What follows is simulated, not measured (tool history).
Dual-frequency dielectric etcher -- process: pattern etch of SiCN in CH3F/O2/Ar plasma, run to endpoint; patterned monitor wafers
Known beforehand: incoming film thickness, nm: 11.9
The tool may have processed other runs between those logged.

Run 1, hour 0: source power (kW) 0.29, bias power (kW) 0.082. Result: endpoint time (s) 32.391.
Run 2, hour 2.9: source power (kW) 0.27, bias power (kW) 0.082. Result: endpoint time (s) 33.392.
Run 3, hour 3.7: source power (kW) 0.26, bias power (kW) 0.08. Result: endpoint time (s) 34.565.
Run 4, hour 11.3: source power (kW) 0.28, bias power (kW) 0.08. Result: endpoint time (s) 33.327.
Run 5, hour 12.4: source power (kW) 0.27, bias power (kW) 0.079. Result: endpoint time (s) 34.004.
Run 6, hour 19.9: source power (kW) 0.27, bias power (kW) 0.065. Result: endpoint time (s) 36.632.

Run 7 comes next. What will it give?
Run 7, hour 29: source power (kW) 0.26, bias power (kW) 0.065. Result: endpoint time (s) ?.

endpoint time (s): 37.394
